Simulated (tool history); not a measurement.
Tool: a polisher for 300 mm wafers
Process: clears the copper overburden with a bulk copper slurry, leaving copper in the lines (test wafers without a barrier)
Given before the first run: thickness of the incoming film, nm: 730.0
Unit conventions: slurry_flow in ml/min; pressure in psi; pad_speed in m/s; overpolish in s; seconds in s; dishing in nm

run,hour,slurry_flow,pressure,pad_speed,slurry_solids,overpolish,seconds,dishing
1,0,160,2.6,1.32,1,13,82.916,57.821
2,1.8,130,2.6,1.32,1,13,84.241,56.378
3,8.9,130,2.6,1.32,1,11,83.579,51.592
4,10,150,2.6,1.32,1,11,83.671,51.495
5,18.6,125,2.6,1.32,1,11,84.38,52.168
6,24.1,125,2.7,1.32,1,12,83.882,54.04

Run 7 has not been measured yet. What should we expect?
7,25.4,125,2.8,1.32,1,13,?,?

seconds: 79.666 s
dishing: 59.498 nm
